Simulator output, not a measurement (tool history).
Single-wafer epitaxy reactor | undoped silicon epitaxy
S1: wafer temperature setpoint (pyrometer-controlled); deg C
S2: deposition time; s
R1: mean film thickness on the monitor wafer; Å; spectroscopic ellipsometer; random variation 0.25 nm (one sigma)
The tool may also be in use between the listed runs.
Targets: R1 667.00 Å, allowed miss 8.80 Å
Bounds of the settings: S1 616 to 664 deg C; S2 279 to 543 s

run,hour,S1,S2,R1
1,0.0,640,411,529.51
2,5.4,643,411,562.22
3,6.9,645,411,585.52
4,15.7,655,411,720.59
5,17.0,655,469,824.10
6,19.7,652,469,770.49
7,26.2,650,469,745.35
8,27.6,649,469,733.22
9,33.0,648,469,712.59

4 next moves are on the table. One of them brings every result within its allowed miss. Which?
A,38.4,652,420,?
B,38.4,642,509,?
C,38.4,645,480,?
D,38.4,643,490,?

move,R1
A,695.72
B,682.98
C,686.40
D,671.62
A: nearer than the last run, and not there yet
B: nearer than the last run, and not there yet
C: nearer than the last run, and not there yet
D: meets every target
Answer: D
